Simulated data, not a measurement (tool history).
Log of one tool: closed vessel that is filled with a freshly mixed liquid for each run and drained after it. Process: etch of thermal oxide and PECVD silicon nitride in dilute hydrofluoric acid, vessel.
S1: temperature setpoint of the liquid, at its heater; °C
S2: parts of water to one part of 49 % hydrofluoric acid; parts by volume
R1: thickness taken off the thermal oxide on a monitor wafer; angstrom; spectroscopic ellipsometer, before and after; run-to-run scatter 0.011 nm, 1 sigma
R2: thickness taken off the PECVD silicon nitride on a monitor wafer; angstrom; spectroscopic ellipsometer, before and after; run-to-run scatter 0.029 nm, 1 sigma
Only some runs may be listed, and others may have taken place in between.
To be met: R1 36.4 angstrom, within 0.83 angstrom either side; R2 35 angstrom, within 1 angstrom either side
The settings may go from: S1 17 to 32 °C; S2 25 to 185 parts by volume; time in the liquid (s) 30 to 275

{"run": 1, "hour": 0.0, "S1": 24, "S2": 105, "time in the liquid (s)": 140, "R1": 62.119, "R2": 56.165}
{"run": 2, "hour": 8.7, "S1": 24, "S2": 80, "time in the liquid (s)": 140, "R1": 84.555, "R2": 72.676}
{"run": 3, "hour": 13.8, "S1": 24, "S2": 80, "time in the liquid (s)": 85, "R1": 51.322, "R2": 43.601}
{"run": 4, "hour": 19.6, "S1": 24.5, "S2": 90, "time in the liquid (s)": 90, "R1": 48.824, "R2": 43.245}
{"run": 5, "hour": 27.1, "S1": 24.5, "S2": 100, "time in the liquid (s)": 90, "R1": 43.188, "R2": 38.158}
{"run": 6, "hour": 27.8, "S1": 24.5, "S2": 70, "time in the liquid (s)": 90, "R1": 64.016, "R2": 55.156}
{"run": 7, "hour": 34.4, "S1": 24.5, "S2": 85, "time in the liquid (s)": 95, "R1": 54.357, "R2": 48.661}
{"run": 8, "hour": 41.1, "S1": 24.5, "S2": 95, "time in the liquid (s)": 95, "R1": 48.25, "R2": 42.609}
{"run": 9, "hour": 48.9, "S1": 25, "S2": 105, "time in the liquid (s)": 95, "R1": 43.96, "R2": 40.542}
{"run": 10, "hour": 49.9, "S1": 25, "S2": 110, "time in the liquid (s)": 95, "R1": 41.86, "R2": 38.159}
{"run": 11, "hour": 51.3, "S1": 25, "S2": 115, "time in the liquid (s)": 95, "R1": 39.659, "R2": 37.199}

Which single option among these 5 for the next run brings every result within its allowed miss of target? Just one does.
{"run": "A", "hour": 52.7, "S1": 27, "S2": 120, "time in the liquid (s)": 90, "R1": "?", "R2": "?"}
{"run": "B", "hour": 52.7, "S1": 23.5, "S2": 95, "time in the liquid (s)": 85, "R1": "?", "R2": "?"}
{"run": "C", "hour": 52.7, "S1": 22.5, "S2": 140, "time in the liquid (s)": 150, "R1": "?", "R2": "?"}
{"run": "D", "hour": 52.7, "S1": 28, "S2": 85, "time in the liquid (s)": 55, "R1": "?", "R2": "?"}
{"run": "E", "hour": 52.7, "S1": 20.5, "S2": 90, "time in the liquid (s)": 95, "R1": "?", "R2": "?"}

move=A R1=38.439 R2=38.232
move=B R1=41.284 R2=36.256
move=C R1=45.087 R2=40.884
move=D R1=36.098 R2=35.138
move=E R1=43.382 R2=34.928
A: closes in on the targets versus the last run, not all within tolerance yet
B: misses by more than the last run did
C: misses by more than the last run did
D: all results in spec
E: misses by more than the last run did
So the answer is move D, the one that meets all the targets.
